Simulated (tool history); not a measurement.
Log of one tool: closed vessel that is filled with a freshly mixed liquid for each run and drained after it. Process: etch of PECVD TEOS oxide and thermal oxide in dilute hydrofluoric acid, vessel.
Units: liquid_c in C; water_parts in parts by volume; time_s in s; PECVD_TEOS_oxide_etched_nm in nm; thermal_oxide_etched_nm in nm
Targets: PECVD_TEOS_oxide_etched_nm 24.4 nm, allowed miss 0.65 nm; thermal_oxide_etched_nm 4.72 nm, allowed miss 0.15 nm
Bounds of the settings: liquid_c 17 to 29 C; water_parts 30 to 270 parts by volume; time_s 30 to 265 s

run,hour,liquid_c,water_parts,time_s,PECVD_TEOS_oxide_etched_nm,thermal_oxide_etched_nm
1,0,21,150,135,18.816,3.5619
2,3.2,23,150,135,20.375,3.9173
3,7.7,24,150,135,21.226,4.0369
4,14.7,25,150,135,21.941,4.195
5,18.3,26,150,135,22.515,4.414
6,27.3,26,130,135,27.086,5.1535
7,31.1,25.5,130,135,26.176,5.0436
8,35,25,130,135,25.839,4.9585
9,42.1,24.5,130,135,25.538,4.8563

5 next moves are on the table. One of them brings every result within its allowed miss. Which?
A,49.2,27.5,110,90,?,?
B,49.2,27,130,125,?,?
C,49.2,24.5,130,140,?,?
D,49.2,27,175,180,?,?
E,49.2,23,135,145,?,?

move,PECVD_TEOS_oxide_etched_nm,thermal_oxide_etched_nm
A,22.845,4.4681
B,25.676,5.0217
C,26.143,5.1132
D,25.997,5.0846
E,24.457,4.7835
A: takes the result that was furthest off past its target
B: further off than the last run
C: further off than the last run
D: further off than the last run
E: meets every target
The right move is E.
